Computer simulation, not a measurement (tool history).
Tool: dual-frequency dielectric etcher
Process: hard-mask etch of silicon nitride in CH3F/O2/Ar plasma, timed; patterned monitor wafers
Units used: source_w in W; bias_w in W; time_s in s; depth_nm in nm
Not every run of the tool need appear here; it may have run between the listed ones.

{"run": 1, "day": 0.0, "source_w": 550, "bias_w": 97, "time_s": 274.5, "depth_nm": 247.85}
{"run": 2, "day": 0.283, "source_w": 520, "bias_w": 95, "time_s": 274.5, "depth_nm": 244.96}
{"run": 3, "day": 0.338, "source_w": 520, "bias_w": 95, "time_s": 274.5, "depth_nm": 241.26}
{"run": 4, "day": 0.446, "source_w": 490, "bias_w": 94, "time_s": 274.5, "depth_nm": 235.24}
{"run": 5, "day": 0.646, "source_w": 470, "bias_w": 93, "time_s": 274.5, "depth_nm": 233.68}
{"run": 6, "day": 0.925, "source_w": 470, "bias_w": 100, "time_s": 274.5, "depth_nm": 239.49}
{"run": 7, "day": 1.075, "source_w": 440, "bias_w": 99, "time_s": 274.5, "depth_nm": 236.83}

Run 8, settings as shown, results not yet in. Your forecast:
{"run": 8, "day": 1.438, "source_w": 420, "bias_w": 97, "time_s": 274.5, "depth_nm": "?"}

Run 8 measured depth_nm 230.75 nm.
